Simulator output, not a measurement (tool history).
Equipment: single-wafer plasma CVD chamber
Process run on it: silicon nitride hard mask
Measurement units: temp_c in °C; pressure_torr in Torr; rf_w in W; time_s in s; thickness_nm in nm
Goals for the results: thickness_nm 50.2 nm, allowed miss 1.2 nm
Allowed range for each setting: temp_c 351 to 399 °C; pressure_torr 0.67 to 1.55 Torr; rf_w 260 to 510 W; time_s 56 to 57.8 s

run,hour,temp_c,pressure_torr,rf_w,time_s,thickness_nm
1,0,375,1.11,385,56,64.68
2,7.1,375,1.11,335,56,61.007
3,14.3,375,1.21,335,56,63.405
4,20.4,375,1.07,320,56,59.356
5,28.8,375,0.97,305,56,56.146
6,31.3,370,0.97,305,56,55.593
7,34,370,0.9,300,56,53.619
8,42,370,0.86,295,56,52.031
9,43.3,370,0.84,295,56,51.066

Next run, 5 choices. One meets every target within its allowed miss, the rest don't. Which?
A,44.6,373,0.9,265,57.8,?
B,44.6,374,0.72,325,57.8,?
C,44.6,362,0.92,295,56,?
D,44.6,369,0.85,305,56.8,?
E,44.6,366,0.91,285,56.2,?

move,thickness_nm
A,53.066
B,50.751
C,54.342
D,53.587
E,53.456
A: its largest miss is bigger than the last run's
B: every result lands within tolerance
C: its largest miss is bigger than the last run's
D: its largest miss is bigger than the last run's
E: its largest miss is bigger than the last run's
So the answer is move B, the one that meets all the targets.

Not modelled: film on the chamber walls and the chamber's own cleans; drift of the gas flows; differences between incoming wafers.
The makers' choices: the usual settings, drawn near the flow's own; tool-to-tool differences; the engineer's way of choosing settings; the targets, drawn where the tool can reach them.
